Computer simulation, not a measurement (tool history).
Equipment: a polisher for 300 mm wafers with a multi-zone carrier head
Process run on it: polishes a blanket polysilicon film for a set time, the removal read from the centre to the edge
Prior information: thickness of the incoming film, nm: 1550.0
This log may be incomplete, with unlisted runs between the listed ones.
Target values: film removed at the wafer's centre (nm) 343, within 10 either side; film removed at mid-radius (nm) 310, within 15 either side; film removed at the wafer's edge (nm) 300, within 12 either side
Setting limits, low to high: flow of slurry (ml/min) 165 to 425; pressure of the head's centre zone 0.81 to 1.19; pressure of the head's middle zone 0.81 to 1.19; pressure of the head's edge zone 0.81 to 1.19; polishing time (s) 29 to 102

| run | day | flow of slurry (ml/min) | pressure of the head's centre zone | pressure of the head's middle zone | pressure of the head's edge zone | polishing time (s) | film removed at the wafer's centre (nm) | film removed at mid-radius (nm) | film removed at the wafer's edge (nm) |
|---|---|---|---|---|---|---|---|---|---|
| 1 | 0 | 275 | 1 | 1 | 1 | 65 | 388.59 | 417.6 | 435.72 |
| 2 | 0.083 | 275 | 0.92 | 1 | 1 | 65 | 356.79 | 428.91 | 432.7 |
| 3 | 0.229 | 230 | 0.92 | 1 | 1 | 65 | 349.27 | 414 | 434.09 |
| 4 | 0.546 | 230 | 0.92 | 0.96 | 1 | 65 | 355.32 | 402.2 | 436.65 |
| 5 | 0.854 | 200 | 0.92 | 0.96 | 1 | 65 | 343.99 | 404.84 | 426.87 |
| 6 | 0.896 | 215 | 0.97 | 0.97 | 0.96 | 61 | 339.53 | 367.27 | 390.31 |
| 7 | 1.104 | 230 | 1.01 | 0.99 | 0.92 | 59 | 345.1 | 369.06 | 383.67 |
|  | 1.308 | centre zone pressure recalibrated |
| 8 | 1.308 | 265 | 1.05 | 1 | 0.89 | 55 | 381.83 | 356.5 | 355.33 |
| 9 | 1.617 | 260 | 1.05 | 1 | 0.87 | 53 | 368.72 | 346.68 | 335.9 |
| 10 | 1.904 | 255 | 1.05 | 0.99 | 0.86 | 52 | 350.68 | 332.8 | 323.5 |
| 11 | 1.983 | 260 | 1.05 | 0.98 | 0.85 | 52 | 358.55 | 338.57 | 323.48 |

5 next moves are on the table. One of them brings every result within its allowed miss. Which?
| A | 2.062 | 245 | 1.05 | 0.94 | 0.95 | 53 | ? | ? | ? |
| B | 2.062 | 365 | 1.07 | 0.96 | 0.81 | 49 | ? | ? | ? |
| C | 2.062 | 220 | 0.93 | 1.05 | 0.89 | 58 | ? | ? | ? |
| D | 2.062 | 250 | 1.18 | 0.91 | 0.89 | 49 | ? | ? | ? |
| E | 2.062 | 320 | 1.03 | 0.93 | 0.81 | 49 | ? | ? | ? |

| move | film removed at the wafer's centre (nm) | film removed at mid-radius (nm) | film removed at the wafer's edge (nm) |
|---|---|---|---|
| A | 365.63 | 334.35 | 345.01 |
| B | 360.66 | 328.15 | 306.31 |
| C | 350.84 | 395.92 | 361.67 |
| D | 378.95 | 301.49 | 310.21 |
| E | 343.21 | 315.86 | 303.66 |
A: misses by more than the last run did
B: the furthest-off result lands on target, but another misses its tolerance
C: misses by more than the last run did
D: the furthest-off result lands on target, but another misses its tolerance
E: every result within its allowed miss
The right move is E.

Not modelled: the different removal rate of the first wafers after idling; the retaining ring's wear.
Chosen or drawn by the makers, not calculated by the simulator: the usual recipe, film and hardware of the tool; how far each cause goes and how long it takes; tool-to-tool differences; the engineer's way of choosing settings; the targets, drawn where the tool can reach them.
